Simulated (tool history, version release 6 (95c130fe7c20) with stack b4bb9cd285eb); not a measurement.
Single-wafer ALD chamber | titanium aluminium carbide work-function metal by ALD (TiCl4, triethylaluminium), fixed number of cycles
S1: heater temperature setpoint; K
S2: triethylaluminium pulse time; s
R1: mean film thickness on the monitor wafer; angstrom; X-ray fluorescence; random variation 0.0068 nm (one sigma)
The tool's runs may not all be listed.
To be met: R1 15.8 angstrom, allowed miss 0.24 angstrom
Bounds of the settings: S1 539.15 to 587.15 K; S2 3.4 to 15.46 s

run 1 hour=0 | S1=563.15 S2=9.43 | R1=17.786
run 2 hour=3 | S1=561.15 S2=9.22 | R1=17.515
run 3 hour=6.1 | S1=557.15 S2=9.22 | R1=17.27
run 4 hour=13.7 | S1=565.15 S2=9.22 | R1=18.085
run 5 hour=14.7 | S1=565.15 S2=10.13 | R1=18.072
run 6 hour=21.6 | S1=565.15 S2=8.57 | R1=17.843
run 7 hour=26.3 | S1=563.15 S2=8.4 | R1=17.524
run 8 hour=33.9 | S1=561.15 S2=8.28 | R1=17.4
run 9 hour=41.5 | S1=559.15 S2=8.15 | R1=17.175
run 10 hour=46.2 | S1=557.15 S2=8.04 | R1=17.012
run 11 hour=51.1 | S1=555.15 S2=7.94 | R1=16.929
run 12 hour=52.9 | S1=553.15 S2=7.8 | R1=16.743

Which of these 4 next moves meets every target?
run A hour=54.7 | S1=552.15 S2=6.39 | R1=?
run B hour=54.7 | S1=548.15 S2=8 | R1=?
run C hour=54.7 | S1=550.15 S2=7.5 | R1=?
run D hour=54.7 | S1=549.15 S2=5.51 | R1=?

move=A R1=16.254
move=B R1=16.411
move=C R1=16.436
move=D R1=15.719
A: nearer than the last run, and not there yet
B: nearer than the last run, and not there yet
C: nearer than the last run, and not there yet
D: meets every target
Answer: D
